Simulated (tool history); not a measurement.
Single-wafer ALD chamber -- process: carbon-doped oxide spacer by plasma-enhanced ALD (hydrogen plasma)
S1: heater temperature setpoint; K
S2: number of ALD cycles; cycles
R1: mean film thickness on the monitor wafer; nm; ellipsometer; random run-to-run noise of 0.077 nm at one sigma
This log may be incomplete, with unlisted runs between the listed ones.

{"run": 1, "hour": 0.0, "S1": 678.15, "S2": 477, "R1": 23.688}
{"run": 2, "hour": 5.6, "S1": 680.15, "S2": 437, "R1": 21.795}
{"run": 3, "hour": 14.1, "S1": 680.15, "S2": 465, "R1": 22.838}
{"run": 4, "hour": 21.7, "S1": 671.15, "S2": 465, "R1": 23.569}
{"run": 5, "hour": 25.6, "S1": 665.15, "S2": 465, "R1": 23.598}
{"run": 6, "hour": 27.2, "S1": 671.15, "S2": 428, "R1": 21.618}
{"run": 7, "hour": 32.3, "S1": 674.15, "S2": 401, "R1": 20.046}
{"run": 8, "hour": 33.9, "S1": 675.15, "S2": 382, "R1": 19.193}
{"run": 9, "hour": 35.5, "S1": 681.15, "S2": 324, "R1": 15.98}

What will run 10 give?
{"run": 10, "hour": 42.1, "S1": 680.15, "S2": 328, "R1": "?"}

{"run 10": {"R1": 16.196}}
